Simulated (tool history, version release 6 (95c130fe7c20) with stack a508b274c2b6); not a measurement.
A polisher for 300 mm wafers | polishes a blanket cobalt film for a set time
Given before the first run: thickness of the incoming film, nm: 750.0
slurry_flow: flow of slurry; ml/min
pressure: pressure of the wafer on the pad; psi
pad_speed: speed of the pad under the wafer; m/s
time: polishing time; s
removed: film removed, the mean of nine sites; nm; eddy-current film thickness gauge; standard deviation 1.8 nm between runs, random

run 1 hour=0 | slurry_flow=230 pressure=1.5 pad_speed=1.2 time=78 | removed=292.13
run 2 hour=1.1 | slurry_flow=275 pressure=1.5 pad_speed=1.2 time=78 | removed=298.21
run 3 hour=5.6 | slurry_flow=275 pressure=1.5 pad_speed=0.92 time=78 | removed=230.07
run 4 hour=7.5 | slurry_flow=275 pressure=1.5 pad_speed=1.06 time=78 | removed=265.86
run 5 hour=11.5 | slurry_flow=275 pressure=1.4 pad_speed=1.04 time=78 | removed=249.06
run 6 hour=15 | slurry_flow=275 pressure=1.3 pad_speed=1 time=78 | removed=224.04
run 7 hour=19.8 | slurry_flow=275 pressure=1.2 pad_speed=0.98 time=78 | removed=200.97
run 8 hour=20.8 | slurry_flow=275 pressure=1.1 pad_speed=0.98 time=78 | removed=183.53

Expected results for the next run?
run 9 hour=23.8 | slurry_flow=270 pressure=0.9 pad_speed=0.98 time=78 | removed=?

Run 9 measured removed 153.57 nm.
